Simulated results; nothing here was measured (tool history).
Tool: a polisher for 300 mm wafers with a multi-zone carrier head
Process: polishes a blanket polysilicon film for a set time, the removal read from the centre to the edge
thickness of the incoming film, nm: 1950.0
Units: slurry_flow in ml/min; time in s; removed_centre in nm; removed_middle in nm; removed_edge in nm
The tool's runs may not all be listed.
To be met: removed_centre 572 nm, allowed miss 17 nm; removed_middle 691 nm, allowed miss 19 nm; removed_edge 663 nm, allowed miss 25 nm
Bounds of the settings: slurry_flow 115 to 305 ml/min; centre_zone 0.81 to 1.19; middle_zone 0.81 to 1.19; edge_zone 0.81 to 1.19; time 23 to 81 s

run    day  slurry_flow  centre_zone  middle_zone  edge_zone  time  removed_centre  removed_middle  removed_edge
  1      0          195            1            1          1    52          824.15          730.46        748.96
  2  0.246          180         0.95         1.03       1.01    51          766.52          731.94        711.83
  3  0.442          180         1.02         1.03       1.01    51          813.65          728.69        727.01
  4  0.696          180         1.02         1.03       0.93    51          823.19          738.04        694.19
  5  0.808          180         1.02         1.03       0.93    62          991.66          882.78        862.49
  6  1.125          165         0.96         1.05          1    58          862.67          826.82        804.05
  7  1.192          115         0.86         1.15        1.1    44           550.7          631.62        593.12
     1.542  -- centre zone pressure recalibrated
  8  1.542          130         0.85         1.15       1.12    45          507.49          675.12         624.7
  9  1.896          125         0.87         1.15       1.13    46          532.88          682.95        647.73
 10   1.95          125         0.88         1.15       1.13    46          535.71          675.74        653.43
 11  2.217          125         0.89         1.15       1.12    46          543.67          680.34        635.77
 12  2.512          125          0.9         1.14       1.12    46          547.18          669.47        647.73

5 next moves are on the table. One of them brings every result within its allowed miss. Which?
  A  2.808          130         0.85         1.13       1.05    45               ?               ?             ?
  B  2.808          115         0.93         1.09       1.09    47               ?               ?             ?
  C  2.808          115         0.91         1.04       1.07    48               ?               ?             ?
  D  2.808          115         0.88         1.06       1.02    48               ?               ?             ?
  E  2.808          115         0.94         1.16       1.16    47               ?               ?             ?

move  removed_centre  removed_middle  removed_edge
   A          513.16          659.59        619.79
   B          569.59          650.47        644.32
   C           568.9          638.32        654.21
   D          550.06          648.89        643.38
   E          576.05          686.11         658.3
A: further off than the last run
B: brings the result that was furthest off to its target, and leaves another outside
C: brings the result that was furthest off to its target, and leaves another outside
D: further off than the last run
E: meets every target
Move E is the one to make.

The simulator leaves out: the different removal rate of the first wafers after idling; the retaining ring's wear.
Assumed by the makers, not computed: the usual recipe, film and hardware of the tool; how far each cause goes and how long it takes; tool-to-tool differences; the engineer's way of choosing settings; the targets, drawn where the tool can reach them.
